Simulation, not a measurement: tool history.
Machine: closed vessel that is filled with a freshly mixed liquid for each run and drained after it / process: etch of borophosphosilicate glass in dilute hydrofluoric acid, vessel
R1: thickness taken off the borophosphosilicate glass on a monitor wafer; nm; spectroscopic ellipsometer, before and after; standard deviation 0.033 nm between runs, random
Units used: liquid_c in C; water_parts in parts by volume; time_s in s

{"run": 1, "day": 0.0, "liquid_c": 23, "water_parts": 255, "time_s": 40, "R1": 4.2696}
{"run": 2, "day": 0.329, "liquid_c": 21.5, "water_parts": 255, "time_s": 40, "R1": 4.0115}
{"run": 3, "day": 0.421, "liquid_c": 20.5, "water_parts": 255, "time_s": 40, "R1": 3.8815}
{"run": 4, "day": 0.75, "liquid_c": 22, "water_parts": 255, "time_s": 40, "R1": 4.1827}
{"run": 5, "day": 1.067, "liquid_c": 21, "water_parts": 255, "time_s": 40, "R1": 3.9505}
{"run": 6, "day": 1.221, "liquid_c": 20, "water_parts": 255, "time_s": 40, "R1": 3.7662}

Estimate the outcome of run 7 from the log above:
{"run": 7, "day": 1.317, "liquid_c": 19.5, "water_parts": 255, "time_s": 40, "R1": "?"}

{"run 7": {"R1": 3.7577}}
